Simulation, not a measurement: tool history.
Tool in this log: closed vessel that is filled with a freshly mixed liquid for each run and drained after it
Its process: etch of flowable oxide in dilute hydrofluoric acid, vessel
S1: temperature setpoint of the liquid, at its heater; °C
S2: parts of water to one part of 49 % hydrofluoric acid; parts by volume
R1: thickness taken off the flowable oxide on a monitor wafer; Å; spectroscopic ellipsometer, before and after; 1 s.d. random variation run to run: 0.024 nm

run 1 day=0.000 | S1=20.0 S2=135 time_in_the_liquid_(s)=40 | R1=48.665
run 2 day=0.138 | S1=21.5 S2=135 time_in_the_liquid_(s)=40 | R1=51.616
run 3 day=0.483 | S1=21.5 S2=135 time_in_the_liquid_(s)=30 | R1=38.791
run 4 day=0.758 | S1=21.5 S2=175 time_in_the_liquid_(s)=30 | R1=28.624
run 5 day=0.925 | S1=21.5 S2=175 time_in_the_liquid_(s)=30 | R1=28.520
run 6 day=1.200 | S1=21.5 S2=205 time_in_the_liquid_(s)=30 | R1=23.553
run 7 day=1.267 | S1=22.5 S2=185 time_in_the_liquid_(s)=30 | R1=27.744
run 8 day=1.467 | S1=23.5 S2=170 time_in_the_liquid_(s)=30 | R1=31.896
run 9 day=1.525 | S1=27.5 S2=115 time_in_the_liquid_(s)=30 | R1=58.068
run 10 day=1.854 | S1=27.5 S2=110 time_in_the_liquid_(s)=30 | R1=61.844
run 11 day=1.958 | S1=28.0 S2=105 time_in_the_liquid_(s)=30 | R1=66.305
run 12 day=2.171 | S1=28.0 S2=105 time_in_the_liquid_(s)=30 | R1=66.159
run 13 day=2.283 | S1=28.0 S2=100 time_in_the_liquid_(s)=30 | R1=70.254

Run 14 comes next. What will it give?
run 14 day=2.467 | S1=27.5 S2=100 time_in_the_liquid_(s)=30 | R1=?

{"run 14": {"R1": 68.879}}
